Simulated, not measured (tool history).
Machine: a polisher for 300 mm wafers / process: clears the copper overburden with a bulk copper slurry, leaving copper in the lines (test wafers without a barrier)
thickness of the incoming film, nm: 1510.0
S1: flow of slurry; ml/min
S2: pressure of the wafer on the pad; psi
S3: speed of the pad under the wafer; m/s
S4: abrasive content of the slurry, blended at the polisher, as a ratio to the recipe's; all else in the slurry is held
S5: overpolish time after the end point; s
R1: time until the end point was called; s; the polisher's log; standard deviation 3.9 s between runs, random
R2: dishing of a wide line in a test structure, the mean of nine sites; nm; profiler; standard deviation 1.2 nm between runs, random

{"run": 1, "day": 0.0, "S1": 300, "S2": 3.2, "S3": 1.24, "S4": 1, "S5": 13, "R1": 104.76, "R2": 81.737}
{"run": 2, "day": 0.25, "S1": 300, "S2": 3, "S3": 1.22, "S4": 1, "S5": 14, "R1": 109.9, "R2": 80.452}
{"run": 3, "day": 0.467, "S1": 300, "S2": 3, "S3": 1.22, "S4": 1, "S5": 11, "R1": 107.9, "R2": 70.957}
{"run": 4, "day": 0.75, "S1": 300, "S2": 3, "S3": 0.96, "S4": 1, "S5": 11, "R1": 139.54, "R2": 60.978}
{"run": 5, "day": 0.975, "S1": 300, "S2": 3, "S3": 0.96, "S4": 1, "S5": 13, "R1": 141.22, "R2": 67.431}
{"run": 6, "day": 1.033, "S1": 300, "S2": 3, "S3": 1.18, "S4": 1, "S5": 13, "R1": 113.59, "R2": 75.241}
{"run": 7, "day": 1.162, "S1": 300, "S2": 2.8, "S3": 1.14, "S4": 1, "S5": 14, "R1": 125.36, "R2": 74.072}
{"run": 8, "day": 1.188, "S1": 300, "S2": 2.6, "S3": 1.12, "S4": 1, "S5": 15, "R1": 138.07, "R2": 72.587}
{"run": 9, "day": 1.546, "S1": 300, "S2": 2.5, "S3": 1.1, "S4": 1, "S5": 16, "R1": 139.72, "R2": 73.064}
{"run": 10, "day": 1.725, "S1": 300, "S2": 2.4, "S3": 1.08, "S4": 1, "S5": 17, "R1": 153.6, "R2": 71.261}

Run 11, settings as shown, results not yet in. Your forecast:
{"run": 11, "day": 1.775, "S1": 300, "S2": 1.6, "S3": 1.04, "S4": 1, "S5": 22, "R1": "?", "R2": "?"}

{"run 11": {"R1": 228.78, "R2": 63.692}}

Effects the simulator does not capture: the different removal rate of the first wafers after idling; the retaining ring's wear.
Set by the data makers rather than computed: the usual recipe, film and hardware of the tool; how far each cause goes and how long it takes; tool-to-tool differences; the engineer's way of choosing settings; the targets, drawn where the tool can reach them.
